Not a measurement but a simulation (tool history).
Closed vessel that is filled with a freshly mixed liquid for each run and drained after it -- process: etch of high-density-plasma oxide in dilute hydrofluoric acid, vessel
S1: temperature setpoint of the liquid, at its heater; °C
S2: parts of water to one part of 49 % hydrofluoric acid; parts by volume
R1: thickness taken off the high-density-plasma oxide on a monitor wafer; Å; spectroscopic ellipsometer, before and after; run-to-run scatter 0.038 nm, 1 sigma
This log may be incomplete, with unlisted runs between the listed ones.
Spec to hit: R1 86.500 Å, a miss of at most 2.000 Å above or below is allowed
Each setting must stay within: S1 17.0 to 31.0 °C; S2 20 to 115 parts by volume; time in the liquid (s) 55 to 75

{"run": 1, "hour": 0.0, "S1": 23.0, "S2": 65, "time in the liquid (s)": 75, "R1": 68.182}
{"run": 2, "hour": 2.7, "S1": 23.5, "S2": 65, "time in the liquid (s)": 75, "R1": 70.42}
{"run": 3, "hour": 8.4, "S1": 24.0, "S2": 65, "time in the liquid (s)": 75, "R1": 71.047}
{"run": 4, "hour": 12.3, "S1": 24.0, "S2": 65, "time in the liquid (s)": 55, "R1": 52.345}
{"run": 5, "hour": 13.3, "S1": 24.0, "S2": 45, "time in the liquid (s)": 55, "R1": 77.828}
{"run": 6, "hour": 17.4, "S1": 21.5, "S2": 45, "time in the liquid (s)": 55, "R1": 70.232}
{"run": 7, "hour": 24.0, "S1": 22.0, "S2": 45, "time in the liquid (s)": 55, "R1": 71.486}
{"run": 8, "hour": 27.5, "S1": 22.5, "S2": 45, "time in the liquid (s)": 55, "R1": 73.5}
{"run": 9, "hour": 34.1, "S1": 23.0, "S2": 45, "time in the liquid (s)": 55, "R1": 74.534}

4 next moves are on the table. One of them brings every result within its allowed miss. Which?
{"run": "A", "hour": 40.7, "S1": 22.0, "S2": 50, "time in the liquid (s)": 75, "R1": "?"}
{"run": "B", "hour": 40.7, "S1": 24.0, "S2": 50, "time in the liquid (s)": 55, "R1": "?"}
{"run": "C", "hour": 40.7, "S1": 22.0, "S2": 45, "time in the liquid (s)": 55, "R1": "?"}
{"run": "D", "hour": 40.7, "S1": 22.5, "S2": 35, "time in the liquid (s)": 55, "R1": "?"}

move=A R1=87.032
move=B R1=69.423
move=C R1=71.346
move=D R1=94.860
A: every result within its allowed miss
B: moves away from the targets compared with the last run
C: moves away from the targets compared with the last run
D: carries the result that was furthest off beyond its target, to the other side
A is the move that brings every result within its allowed miss.

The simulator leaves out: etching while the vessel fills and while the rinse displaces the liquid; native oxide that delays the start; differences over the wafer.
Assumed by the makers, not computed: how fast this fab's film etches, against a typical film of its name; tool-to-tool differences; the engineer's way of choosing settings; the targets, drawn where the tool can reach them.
